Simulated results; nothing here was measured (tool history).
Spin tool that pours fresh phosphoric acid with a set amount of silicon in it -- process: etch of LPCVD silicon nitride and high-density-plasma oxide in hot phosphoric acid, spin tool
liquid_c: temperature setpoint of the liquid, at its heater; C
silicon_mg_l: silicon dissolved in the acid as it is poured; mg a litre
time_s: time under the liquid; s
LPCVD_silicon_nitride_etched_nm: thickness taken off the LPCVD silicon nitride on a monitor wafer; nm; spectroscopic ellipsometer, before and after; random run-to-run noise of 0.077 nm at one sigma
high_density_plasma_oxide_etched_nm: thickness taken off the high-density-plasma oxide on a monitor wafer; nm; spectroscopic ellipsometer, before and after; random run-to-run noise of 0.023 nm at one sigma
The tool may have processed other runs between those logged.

| run | hour | liquid_c | silicon_mg_l | time_s | LPCVD_silicon_nitride_etched_nm | high_density_plasma_oxide_etched_nm |
|---|---|---|---|---|---|---|
| 1 | 0.0 | 159.0 | 21.5 | 180 | 15.832 | 0.22339 |
| 2 | 8.7 | 159.0 | 21.5 | 235 | 20.882 | 0.34331 |
| 3 | 11.5 | 159.0 | 28.5 | 235 | 20.712 | 0.29076 |
| 4 | 16.7 | 159.0 | 21.0 | 235 | 20.741 | 0.35601 |
| 5 | 24.3 | 159.0 | 21.0 | 155 | 13.654 | 0.25821 |
| 6 | 28.9 | 160.0 | 27.5 | 165 | 15.023 | 0.19518 |
| 7 | 37.9 | 161.0 | 28.0 | 170 | 16.036 | 0.17640 |
| 8 | 42.6 | 161.5 | 25.5 | 170 | 16.245 | 0.22482 |

Estimate the outcome of run 9 from the log above:
| 9 | 45.4 | 162.0 | 27.0 | 175 | ? | ? |

{"run 9": {"LPCVD_silicon_nitride_etched_nm": 16.994, "high_density_plasma_oxide_etched_nm": 0.26402}}
